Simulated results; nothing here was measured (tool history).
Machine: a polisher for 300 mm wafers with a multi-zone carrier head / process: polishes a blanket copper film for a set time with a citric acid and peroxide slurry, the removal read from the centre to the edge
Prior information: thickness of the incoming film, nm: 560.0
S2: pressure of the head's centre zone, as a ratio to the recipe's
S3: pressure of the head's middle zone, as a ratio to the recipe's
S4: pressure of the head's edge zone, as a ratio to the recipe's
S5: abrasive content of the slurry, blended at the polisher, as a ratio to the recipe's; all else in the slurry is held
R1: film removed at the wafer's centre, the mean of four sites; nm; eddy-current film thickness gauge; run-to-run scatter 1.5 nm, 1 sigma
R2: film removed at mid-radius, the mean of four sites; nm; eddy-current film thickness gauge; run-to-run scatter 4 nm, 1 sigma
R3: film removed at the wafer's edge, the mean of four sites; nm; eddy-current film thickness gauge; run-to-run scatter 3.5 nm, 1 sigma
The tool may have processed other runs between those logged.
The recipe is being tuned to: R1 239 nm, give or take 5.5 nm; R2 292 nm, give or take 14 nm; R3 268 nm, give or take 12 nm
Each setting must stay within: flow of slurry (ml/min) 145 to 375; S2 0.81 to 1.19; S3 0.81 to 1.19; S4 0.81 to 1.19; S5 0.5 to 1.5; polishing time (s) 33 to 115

{"run": 1, "hour": 0.0, "flow of slurry (ml/min)": 240, "S2": 1, "S3": 1, "S4": 1, "S5": 1, "polishing time (s)": 73, "R1": 217.58, "R2": 202.46, "R3": 195.01}
{"run": 2, "hour": 4.2, "flow of slurry (ml/min)": 245, "S2": 0.97, "S3": 1.04, "S4": 1.04, "S5": 1.15, "polishing time (s)": 75, "R1": 223.3, "R2": 216.97, "R3": 209.76}
{"run": 3, "hour": 9.5, "flow of slurry (ml/min)": 295, "S2": 0.97, "S3": 1.04, "S4": 1.04, "S5": 1.15, "polishing time (s)": 75, "R1": 224.63, "R2": 223.93, "R3": 215.68}
{"run": 4, "hour": 14.9, "flow of slurry (ml/min)": 295, "S2": 1.02, "S3": 1.04, "S4": 1.04, "S5": 1.15, "polishing time (s)": 75, "R1": 235.55, "R2": 218.74, "R3": 213.07}
{"run": 5, "hour": 16.9, "flow of slurry (ml/min)": 235, "S2": 1.02, "S3": 1.04, "S4": 1.04, "S5": 1.15, "polishing time (s)": 75, "R1": 230.54, "R2": 221.36, "R3": 211.36}
{"hour": 21.1, "done": "centre zone pressure recalibrated"}
{"run": 6, "hour": 21.1, "flow of slurry (ml/min)": 235, "S2": 1.02, "S3": 1.04, "S4": 1.08, "S5": 1.15, "polishing time (s)": 75, "R1": 215.1, "R2": 223.98, "R3": 215.63}
{"run": 7, "hour": 29.6, "flow of slurry (ml/min)": 235, "S2": 1.02, "S3": 1.07, "S4": 1.1, "S5": 1.25, "polishing time (s)": 77, "R1": 225.99, "R2": 233.72, "R3": 225.09}
{"run": 8, "hour": 36.6, "flow of slurry (ml/min)": 235, "S2": 1.01, "S3": 1.1, "S4": 1.12, "S5": 1.3, "polishing time (s)": 80, "R1": 233.17, "R2": 248.74, "R3": 240.57}
{"run": 9, "hour": 38.8, "flow of slurry (ml/min)": 220, "S2": 1, "S3": 1.12, "S4": 1.13, "S5": 1.3, "polishing time (s)": 82, "R1": 233.26, "R2": 259.5, "R3": 242.68}
{"run": 10, "hour": 46.3, "flow of slurry (ml/min)": 220, "S2": 0.99, "S3": 1.14, "S4": 1.15, "S5": 1.35, "polishing time (s)": 83, "R1": 237.82, "R2": 266.22, "R3": 247.94}
{"run": 11, "hour": 53.6, "flow of slurry (ml/min)": 225, "S2": 0.89, "S3": 1.18, "S4": 1.18, "S5": 1.5, "polishing time (s)": 88, "R1": 231.56, "R2": 295.17, "R3": 269.49}

Below are 4 possible settings for the next run. Only one of them brings all results inside the allowed miss of their targets. Which is it?
{"run": "A", "hour": 60.9, "flow of slurry (ml/min)": 205, "S2": 0.83, "S3": 1.12, "S4": 1.14, "S5": 1.5, "polishing time (s)": 89, "R1": "?", "R2": "?", "R3": "?"}
{"run": "B", "hour": 60.9, "flow of slurry (ml/min)": 310, "S2": 0.92, "S3": 1.16, "S4": 1.14, "S5": 1.5, "polishing time (s)": 85, "R1": "?", "R2": "?", "R3": "?"}
{"run": "C", "hour": 60.9, "flow of slurry (ml/min)": 230, "S2": 0.83, "S3": 1.07, "S4": 1.19, "S5": 1.5, "polishing time (s)": 90, "R1": "?", "R2": "?", "R3": "?"}
{"run": "D", "hour": 60.9, "flow of slurry (ml/min)": 220, "S2": 0.86, "S3": 1.18, "S4": 1.19, "S5": 1.5, "polishing time (s)": 89, "R1": "?", "R2": "?", "R3": "?"}

move=A R1=213.58 R2=283.4 R3=269.67
move=B R1=236.66 R2=290.11 R3=265.29
move=C R1=218.87 R2=279.15 R3=281.42
move=D R1=223.35 R2=298.43 R3=276.93
A: the biggest miss grows against the last run
B: in spec on every target
C: the biggest miss grows against the last run
D: the biggest miss grows against the last run
The move that meets every target is B.
